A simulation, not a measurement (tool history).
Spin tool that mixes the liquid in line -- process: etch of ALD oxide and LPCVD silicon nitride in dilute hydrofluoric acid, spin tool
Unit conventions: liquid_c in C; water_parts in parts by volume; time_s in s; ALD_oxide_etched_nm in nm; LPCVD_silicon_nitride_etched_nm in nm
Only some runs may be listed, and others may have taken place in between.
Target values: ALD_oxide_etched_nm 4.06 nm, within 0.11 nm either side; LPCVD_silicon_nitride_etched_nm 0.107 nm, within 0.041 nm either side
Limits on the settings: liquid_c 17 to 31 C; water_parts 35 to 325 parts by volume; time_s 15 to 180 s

| run | day | liquid_c | water_parts | time_s | ALD_oxide_etched_nm | LPCVD_silicon_nitride_etched_nm |
|---|---|---|---|---|---|---|
| 1 | 0 | 23 | 180 | 90 | 6.9368 | 0.1995 |
| 2 | 0.283 | 23 | 235 | 90 | 5.0746 | 0.1963 |
| 3 | 0.612 | 23 | 235 | 65 | 3.6388 | 0.097539 |
| 4 | 0.854 | 24 | 235 | 65 | 3.7496 | 0.12236 |
| 5 | 1.067 | 24 | 230 | 65 | 3.8948 | 0.15654 |
| 6 | 1.317 | 23.5 | 225 | 65 | 3.8791 | 0.1379 |
| 7 | 1.529 | 23 | 220 | 65 | 3.9397 | 0.13895 |
|  | 1.579 | hydrofluoric acid flow meter replaced |
| 8 | 1.579 | 23 | 210 | 65 | 4.7376 | 0.13523 |
| 9 | 1.942 | 22.5 | 215 | 65 | 4.5695 | 0.16237 |
| 10 | 2.292 | 23.5 | 215 | 65 | 4.7947 | 0.14694 |
| 11 | 2.392 | 22.5 | 215 | 65 | 4.5834 | 0.17196 |
| 12 | 2.608 | 23.5 | 215 | 65 | 4.7606 | 0.15809 |
| 13 | 2.862 | 23.5 | 215 | 65 | 4.7088 | 0.15774 |
| 14 | 3.217 | 22.5 | 215 | 65 | 4.6354 | 0.14471 |
| 15 | 3.408 | 22.5 | 220 | 65 | 4.4524 | 0.15893 |
| 16 | 3.592 | 22.5 | 220 | 65 | 4.4491 | 0.11161 |
| 17 | 3.888 | 22.5 | 225 | 65 | 4.3393 | 0.15291 |
| 18 | 4.179 | 19.5 | 215 | 60 | 3.7766 | 0.11434 |
| 19 | 4.392 | 20 | 215 | 60 | 3.8418 | 0.11491 |

Of the 5 settings listed for the next run, only one would bring every result within its allowed miss of target. Which one?
| A | 4.604 | 17.5 | 245 | 75 | ? | ? |
| B | 4.604 | 20 | 145 | 40 | ? | ? |
| C | 4.604 | 17.5 | 210 | 65 | ? | ? |
| D | 4.604 | 18.5 | 205 | 60 | ? | ? |
| E | 4.604 | 17.5 | 200 | 60 | ? | ? |

| move | ALD_oxide_etched_nm | LPCVD_silicon_nitride_etched_nm |
|---|---|---|
| A | 3.7286 | 0.12317 |
| B | 4.0807 | 0.1288 |
| C | 3.8908 | 0.12373 |
| D | 3.8444 | 0.12495 |
| E | 3.806 | 0.11969 |
A: its largest miss is bigger than the last run's
B: meets every target
C: nearer than the last run, and not there yet
D: just as far off the targets as the last run
E: its largest miss is bigger than the last run's
B is the move that brings every result within its allowed miss.

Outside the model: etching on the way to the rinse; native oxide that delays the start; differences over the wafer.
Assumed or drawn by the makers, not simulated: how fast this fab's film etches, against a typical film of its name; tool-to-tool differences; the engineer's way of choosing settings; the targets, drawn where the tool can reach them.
